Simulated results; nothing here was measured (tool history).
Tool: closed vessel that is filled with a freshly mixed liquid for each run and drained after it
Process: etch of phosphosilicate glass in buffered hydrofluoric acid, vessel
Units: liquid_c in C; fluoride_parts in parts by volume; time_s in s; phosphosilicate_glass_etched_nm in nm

run  hour  liquid_c  fluoride_parts  time_s  phosphosilicate_glass_etched_nm
  1     0        25            14.5      90                            437.5
  2   1.1      23.5            14.5      90                           401.48
  3   5.5      23.5            14.5      95                           423.62
  4    14      23.5              12      95                           509.42
  5  19.6      23.5              15      95                           410.62
  6  22.6        26              15      95                           468.44

Run 7 comes next. What will it give?
  7  23.6        24              15      95                                ?

phosphosilicate_glass_etched_nm: 424.9 nm
